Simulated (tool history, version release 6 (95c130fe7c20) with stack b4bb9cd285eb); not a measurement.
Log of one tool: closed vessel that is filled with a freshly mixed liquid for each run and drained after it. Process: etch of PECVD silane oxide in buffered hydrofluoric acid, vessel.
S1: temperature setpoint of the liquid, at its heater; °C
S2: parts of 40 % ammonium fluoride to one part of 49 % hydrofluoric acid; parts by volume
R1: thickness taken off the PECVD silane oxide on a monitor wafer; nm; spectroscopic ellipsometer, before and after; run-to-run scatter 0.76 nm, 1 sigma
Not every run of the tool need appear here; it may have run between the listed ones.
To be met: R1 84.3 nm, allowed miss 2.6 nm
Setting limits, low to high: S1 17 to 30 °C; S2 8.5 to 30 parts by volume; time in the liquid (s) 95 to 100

Run 1, day 0: S1 22 °C, S2 23.5 parts by volume, time in the liquid (s) 95. Result: R1 121.7 nm.
Run 2, day 0.038: S1 22 °C, S2 23.5 parts by volume, time in the liquid (s) 100. Result: R1 126.84 nm.
Run 3, day 0.158: S1 20 °C, S2 23.5 parts by volume, time in the liquid (s) 100. Result: R1 112.32 nm.
Run 4, day 0.517: S1 20 °C, S2 18 parts by volume, time in the liquid (s) 100. Result: R1 139.2 nm.
Run 5, day 0.683: S1 19 °C, S2 20.5 parts by volume, time in the liquid (s) 100. Result: R1 117.23 nm.
Run 6, day 0.992: S1 19 °C, S2 15 parts by volume, time in the liquid (s) 100. Result: R1 157.82 nm.
Run 7, day 1.108: S1 19 °C, S2 15 parts by volume, time in the liquid (s) 100. Result: R1 158.24 nm.
Run 8, day 1.338: S1 18.5 °C, S2 18 parts by volume, time in the liquid (s) 100. Result: R1 128.08 nm.
Run 9, day 1.617: S1 18 °C, S2 20 parts by volume, time in the liquid (s) 100. Result: R1 112.28 nm.
Run 10, day 1.854: S1 17.5 °C, S2 21 parts by volume, time in the liquid (s) 100. Result: R1 105.91 nm.
Run 11, day 1.988: S1 17.5 °C, S2 22 parts by volume, time in the liquid (s) 100. Result: R1 101.49 nm.
Run 12, day 2.138: S1 17.5 °C, S2 23 parts by volume, time in the liquid (s) 100. Result: R1 98.099 nm.

Exercise: of the 4 proposed moves below, exactly one satisfies all targets within the stated allowed misses. Which move is it?
Run A, day 2.288: S1 17 °C, S2 23.5 parts by volume, time in the liquid (s) 95. Result: R1 ?.
Run B, day 2.288: S1 17.5 °C, S2 29.5 parts by volume, time in the liquid (s) 100. Result: R1 ?.
Run C, day 2.288: S1 17 °C, S2 26 parts by volume, time in the liquid (s) 100. Result: R1 ?.
Run D, day 2.288: S1 17 °C, S2 25 parts by volume, time in the liquid (s) 100. Result: R1 ?.

move      R1
   A  89.184
   B  82.523
   C  87.529
   D   89.94
A: gains on the last run, yet a result remains outside its allowed miss
B: meets every target
C: gains on the last run, yet a result remains outside its allowed miss
D: gains on the last run, yet a result remains outside its allowed miss
So the answer is move B, the one that meets all the targets.
